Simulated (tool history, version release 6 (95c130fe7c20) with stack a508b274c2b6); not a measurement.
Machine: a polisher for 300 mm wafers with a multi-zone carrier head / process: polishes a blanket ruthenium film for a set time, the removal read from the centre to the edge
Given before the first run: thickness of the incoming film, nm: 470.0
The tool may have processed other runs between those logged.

run	hour	flow of slurry (ml/min)	pressure of the head's centre zone	pressure of the head's middle zone	pressure of the head's edge zone	polishing time (s)	film removed at the wafer's centre (Å)	film removed at mid-radius (Å)	film removed at the wafer's edge (Å)
1	0.0	285	1.00	1.00	1.00	35	528.10	506.93	508.38
2	3.3	280	0.98	0.97	0.98	30	442.70	431.90	440.01
3	3.8	215	0.98	0.97	0.98	30	428.20	428.57	429.32
4	11.0	220	0.98	0.95	0.97	26	369.56	354.48	373.38
5	17.8	220	0.93	0.95	0.97	26	352.67	358.94	375.47
6	22.4	220	0.85	0.95	0.97	26	326.39	362.91	371.66

What does the tool deliver on the next run?
7	30.6	225	0.87	0.93	0.94	24	?	?	?

film removed at the wafer's centre (Å): 302.75
film removed at mid-radius (Å): 325.25
film removed at the wafer's edge (Å): 345.96

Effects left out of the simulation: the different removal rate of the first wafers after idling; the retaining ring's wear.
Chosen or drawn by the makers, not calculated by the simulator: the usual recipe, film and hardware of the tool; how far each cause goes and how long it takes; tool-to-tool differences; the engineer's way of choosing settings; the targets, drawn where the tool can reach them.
